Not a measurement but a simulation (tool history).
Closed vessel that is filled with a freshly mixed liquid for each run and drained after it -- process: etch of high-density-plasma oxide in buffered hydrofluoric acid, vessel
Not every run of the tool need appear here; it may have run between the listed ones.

| run | hour | temperature setpoint of the liquid (K) | parts of 40 % ammonium fluoride to one part of 49 % hydrofluoric acid (parts by volume) | time in the liquid (s) | thickness taken off the high-density-plasma oxide on a monitor wafer (angstrom) |
|---|---|---|---|---|---|
| 1 | 0 | 297.15 | 18.5 | 90 | 613.59 |
| 2 | 2.5 | 297.15 | 13 | 90 | 867.22 |
| 3 | 6 | 297.15 | 8.5 | 90 | 1291.2 |
| 4 | 9.8 | 298.15 | 8.5 | 90 | 1352.3 |
| 5 | 13.3 | 296.15 | 9 | 90 | 1144 |
| 6 | 17.8 | 297.65 | 9 | 90 | 1236.1 |
| 7 | 24.8 | 295.65 | 9.5 | 90 | 1067 |

Run 8 is up next; what results do you expect?
| 8 | 29.3 | 294.15 | 10 | 90 | ? |

thickness taken off the high-density-plasma oxide on a monitor wafer (angstrom): 954.82

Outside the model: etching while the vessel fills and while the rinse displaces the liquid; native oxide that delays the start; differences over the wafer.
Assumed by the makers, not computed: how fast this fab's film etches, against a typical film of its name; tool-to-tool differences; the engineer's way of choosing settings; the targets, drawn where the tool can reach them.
